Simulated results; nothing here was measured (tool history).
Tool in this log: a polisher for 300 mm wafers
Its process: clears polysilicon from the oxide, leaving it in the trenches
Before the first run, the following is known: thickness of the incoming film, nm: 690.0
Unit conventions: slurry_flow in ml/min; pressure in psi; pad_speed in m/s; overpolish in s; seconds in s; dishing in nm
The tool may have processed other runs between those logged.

{"run": 1, "hour": 0.0, "slurry_flow": 185, "pressure": 3.4, "pad_speed": 0.96, "overpolish": 10, "seconds": 49.718, "dishing": 45.929}
{"run": 2, "hour": 1.7, "slurry_flow": 185, "pressure": 3.4, "pad_speed": 0.96, "overpolish": 12, "seconds": 51.482, "dishing": 49.588}
{"run": 3, "hour": 3.6, "slurry_flow": 185, "pressure": 3.1, "pad_speed": 0.94, "overpolish": 11, "seconds": 56.946, "dishing": 47.168}
{"run": 4, "hour": 6.1, "slurry_flow": 185, "pressure": 2.8, "pad_speed": 0.92, "overpolish": 10, "seconds": 63.961, "dishing": 42.882}
{"run": 5, "hour": 12.5, "slurry_flow": 185, "pressure": 2.6, "pad_speed": 0.92, "overpolish": 10, "seconds": 68.472, "dishing": 43.559}
{"run": 6, "hour": 19.4, "slurry_flow": 170, "pressure": 2.6, "pad_speed": 0.92, "overpolish": 10, "seconds": 68.358, "dishing": 42.199}
{"run": 7, "hour": 20.1, "slurry_flow": 170, "pressure": 2.5, "pad_speed": 0.92, "overpolish": 10, "seconds": 72.702, "dishing": 41.479}

For run 8, what comes out?
{"run": 8, "hour": 22.2, "slurry_flow": 170, "pressure": 1.9, "pad_speed": 0.9, "overpolish": 7, "seconds": "?", "dishing": "?"}

Run 8 came out at seconds 90.125 s, dishing 30.304 nm.

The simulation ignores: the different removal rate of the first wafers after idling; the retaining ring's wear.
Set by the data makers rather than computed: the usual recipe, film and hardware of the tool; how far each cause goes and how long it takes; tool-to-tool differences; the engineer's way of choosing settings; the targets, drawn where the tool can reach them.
